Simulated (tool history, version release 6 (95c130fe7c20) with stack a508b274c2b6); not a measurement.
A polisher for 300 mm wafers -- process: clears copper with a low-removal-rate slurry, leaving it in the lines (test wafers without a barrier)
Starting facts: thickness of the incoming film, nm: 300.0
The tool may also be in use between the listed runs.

run,day,flow of slurry (ml/min),pressure of the wafer on the pad (kPa),speed of the pad under the wafer (cm/s),abrasive content of the slurry,overpolish time after the end point (s),time until the end point was called (s),dishing of a wide line in a test structure (angstrom)
1,0,190,20.7,102,1,24,115.86,381.41
2,0.354,190,20.7,92,1,24,122.95,360.43
3,0.662,190,20.7,74,1,24,153.54,304.66
4,0.896,160,20.7,74,1,24,158.78,305.7
5,0.962,160,20.7,74,1,31,158.89,375.79
6,1.017,160,20.7,92,1,31,130.03,417.55
7,1.288,150,18.6,98,0.9,27,137.66,370.25
8,1.517,175,17.2,96,1,23,142.37,294.54
9,1.633,180,15.9,96,1.05,20,155.75,253.74
10,1.912,190,15.2,98,1.1,18,156.94,229
11,2.067,195,14.5,100,1.15,16,159.03,207.81
12,2.192,210,11.7,104,1.3,7,176.31,86.132
13,2.371,210,11.7,104,1.25,7,185.82,84.734
14,2.542,205,12.4,104,1.2,8,172.87,99.027
15,2.858,205,12.4,104,1.2,9,175.44,110.86

Run 16 is up next; what results do you expect?
16,3.062,205,13.8,104,1.2,15,?,?

time until the end point was called (s): 161.11
dishing of a wide line in a test structure (angstrom): 196.72
